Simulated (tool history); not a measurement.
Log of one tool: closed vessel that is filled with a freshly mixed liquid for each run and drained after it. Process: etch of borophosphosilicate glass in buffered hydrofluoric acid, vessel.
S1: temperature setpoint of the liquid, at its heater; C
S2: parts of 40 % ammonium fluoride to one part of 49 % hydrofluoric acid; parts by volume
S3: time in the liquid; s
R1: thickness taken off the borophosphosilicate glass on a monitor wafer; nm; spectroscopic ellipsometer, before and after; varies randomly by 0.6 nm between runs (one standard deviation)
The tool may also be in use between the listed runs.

{"run": 1, "hour": 0.0, "S1": 23, "S2": 12.5, "S3": 95, "R1": 85.764}
{"run": 2, "hour": 4.4, "S1": 25, "S2": 12.5, "S3": 95, "R1": 97.296}
{"run": 3, "hour": 9.3, "S1": 25, "S2": 12.5, "S3": 95, "R1": 96.92}
{"run": 4, "hour": 14.3, "S1": 23, "S2": 12.5, "S3": 95, "R1": 86.419}
{"run": 5, "hour": 23.3, "S1": 21.5, "S2": 12.5, "S3": 95, "R1": 79.014}
{"run": 6, "hour": 28.7, "S1": 21.5, "S2": 9.5, "S3": 95, "R1": 102.63}

Predict the results of run 7:
{"run": 7, "hour": 30.1, "S1": 20, "S2": 10, "S3": 95, "R1": "?"}

Logged for run 7: R1 91.224 nm.
